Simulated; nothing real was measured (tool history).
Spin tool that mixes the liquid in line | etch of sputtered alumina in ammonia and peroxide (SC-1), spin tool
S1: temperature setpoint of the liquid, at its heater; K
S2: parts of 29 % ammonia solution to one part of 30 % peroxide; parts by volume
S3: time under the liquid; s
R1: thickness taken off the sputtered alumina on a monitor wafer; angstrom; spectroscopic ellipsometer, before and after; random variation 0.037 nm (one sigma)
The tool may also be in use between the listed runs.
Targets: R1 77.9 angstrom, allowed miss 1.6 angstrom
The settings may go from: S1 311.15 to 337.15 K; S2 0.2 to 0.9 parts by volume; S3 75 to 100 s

{"run": 1, "hour": 0.0, "S1": 321.15, "S2": 0.5, "S3": 100, "R1": 39.113}
{"run": 2, "hour": 3.2, "S1": 326.15, "S2": 0.5, "S3": 100, "R1": 50.911}
{"run": 3, "hour": 8.4, "S1": 328.65, "S2": 0.5, "S3": 100, "R1": 58.209}
{"run": 4, "hour": 11.1, "S1": 330.15, "S2": 0.5, "S3": 100, "R1": 63.547}
{"run": 5, "hour": 17.6, "S1": 331.15, "S2": 0.5, "S3": 100, "R1": 66.833}
{"run": 6, "hour": 20.6, "S1": 332.15, "S2": 0.5, "S3": 100, "R1": 70.237}
{"run": 7, "hour": 23.1, "S1": 332.65, "S2": 0.5, "S3": 100, "R1": 72.216}
{"run": 8, "hour": 26.6, "S1": 333.15, "S2": 0.5, "S3": 100, "R1": 74.4}
{"run": 9, "hour": 31.3, "S1": 333.65, "S2": 0.5, "S3": 100, "R1": 75.826}

4 next moves are on the table. One of them brings every result within its allowed miss. Which?
{"run": "A", "hour": 36.0, "S1": 333.65, "S2": 0.35, "S3": 100, "R1": "?"}
{"run": "B", "hour": 36.0, "S1": 337.15, "S2": 0.55, "S3": 80, "R1": "?"}
{"run": "C", "hour": 36.0, "S1": 335.15, "S2": 0.6, "S3": 90, "R1": "?"}
{"run": "D", "hour": 36.0, "S1": 334.15, "S2": 0.55, "S3": 100, "R1": "?"}

move=A R1=73.167
move=B R1=72.913
move=C R1=74.788
move=D R1=78.335
A: further off than the last run
B: further off than the last run
C: further off than the last run
D: meets every target
Answer: D

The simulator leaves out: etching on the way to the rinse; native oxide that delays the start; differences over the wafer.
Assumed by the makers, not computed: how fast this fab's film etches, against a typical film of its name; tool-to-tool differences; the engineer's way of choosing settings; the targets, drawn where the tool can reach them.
